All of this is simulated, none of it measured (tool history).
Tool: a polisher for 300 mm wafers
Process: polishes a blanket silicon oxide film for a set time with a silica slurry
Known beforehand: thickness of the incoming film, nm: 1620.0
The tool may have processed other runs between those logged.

run	hour	flow of slurry (ml/min)	pressure of the wafer on the pad (psi)	speed of the pad under the wafer (m/s)	abrasive content of the slurry	polishing time (s)	film removed (angstrom)
1	0	275	4.3	1.4	1	26	913.85
2	2	275	3.7	1.3	1	26	753.94
3	7.5	275	3.2	1.22	1	26	621.95
4	10.3	275	4.2	1.22	1	26	807.73
5	11.7	305	4.2	1.22	1	26	813.37
6	14.3	305	4.2	1.02	1	26	713.16
7	20.7	305	3.6	1.02	1	26	623.59

What will run 8 give?
8	24.3	305	2.4	0.96	1	26	?

{"run 8": {"film removed (angstrom)": 394.64}}
